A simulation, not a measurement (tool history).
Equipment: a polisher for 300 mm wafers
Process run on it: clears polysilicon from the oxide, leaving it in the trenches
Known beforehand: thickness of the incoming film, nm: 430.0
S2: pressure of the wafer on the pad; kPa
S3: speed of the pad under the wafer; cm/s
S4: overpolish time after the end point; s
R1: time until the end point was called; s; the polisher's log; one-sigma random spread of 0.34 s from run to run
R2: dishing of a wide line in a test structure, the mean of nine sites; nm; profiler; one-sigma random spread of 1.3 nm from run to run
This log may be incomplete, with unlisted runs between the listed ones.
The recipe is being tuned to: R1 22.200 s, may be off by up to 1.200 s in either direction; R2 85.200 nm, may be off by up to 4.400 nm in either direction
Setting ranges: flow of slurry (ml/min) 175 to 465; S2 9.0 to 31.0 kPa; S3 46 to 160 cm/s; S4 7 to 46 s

{"run": 1, "day": 0.0, "flow of slurry (ml/min)": 295, "S2": 20.0, "S3": 102, "S4": 24, "R1": 27.12, "R2": 89.19}
{"run": 2, "day": 0.371, "flow of slurry (ml/min)": 295, "S2": 20.7, "S3": 102, "S4": 21, "R1": 26.687, "R2": 85.014}
{"run": 3, "day": 0.575, "flow of slurry (ml/min)": 295, "S2": 18.6, "S3": 102, "S4": 21, "R1": 27.671, "R2": 87.702}
{"run": 4, "day": 0.838, "flow of slurry (ml/min)": 295, "S2": 18.6, "S3": 102, "S4": 14, "R1": 28.475, "R2": 82.682}
{"run": 5, "day": 0.879, "flow of slurry (ml/min)": 360, "S2": 18.6, "S3": 102, "S4": 14, "R1": 27.62, "R2": 82.748}
{"run": 6, "day": 1.0, "flow of slurry (ml/min)": 360, "S2": 19.3, "S3": 102, "S4": 15, "R1": 27.754, "R2": 86.044}
{"run": 7, "day": 1.196, "flow of slurry (ml/min)": 360, "S2": 20.0, "S3": 102, "S4": 14, "R1": 25.743, "R2": 86.13}
{"run": 8, "day": 1.358, "flow of slurry (ml/min)": 355, "S2": 20.7, "S3": 102, "S4": 13, "R1": 25.892, "R2": 83.351}
{"run": 9, "day": 1.579, "flow of slurry (ml/min)": 355, "S2": 21.4, "S3": 102, "S4": 14, "R1": 24.74, "R2": 84.18}
{"run": 10, "day": 1.779, "flow of slurry (ml/min)": 355, "S2": 21.4, "S3": 102, "S4": 14, "R1": 25.378, "R2": 83.239}

5 candidate next runs follow, results not yet known. Just one meets every target within its allowed miss. Identify it.
{"run": "A", "day": 1.979, "flow of slurry (ml/min)": 295, "S2": 26.2, "S3": 108, "S4": 12, "R1": "?", "R2": "?"}
{"run": "B", "day": 1.979, "flow of slurry (ml/min)": 460, "S2": 22.1, "S3": 110, "S4": 14, "R1": "?", "R2": "?"}
{"run": "C", "day": 1.979, "flow of slurry (ml/min)": 465, "S2": 11.0, "S3": 148, "S4": 33, "R1": "?", "R2": "?"}
{"run": "D", "day": 1.979, "flow of slurry (ml/min)": 370, "S2": 20.0, "S3": 88, "S4": 18, "R1": "?", "R2": "?"}
{"run": "E", "day": 1.979, "flow of slurry (ml/min)": 395, "S2": 25.5, "S3": 114, "S4": 13, "R1": "?", "R2": "?"}

move=A R1=20.604 R2=83.668
move=B R1=22.496 R2=84.512
move=C R1=28.145 R2=88.043
move=D R1=30.571 R2=83.815
move=E R1=19.511 R2=85.264
A: takes the result that was furthest off past its target
B: every result within its allowed miss
C: further off than the last run
D: further off than the last run
E: takes the result that was furthest off past its target
B is the move that brings every result within its allowed miss.

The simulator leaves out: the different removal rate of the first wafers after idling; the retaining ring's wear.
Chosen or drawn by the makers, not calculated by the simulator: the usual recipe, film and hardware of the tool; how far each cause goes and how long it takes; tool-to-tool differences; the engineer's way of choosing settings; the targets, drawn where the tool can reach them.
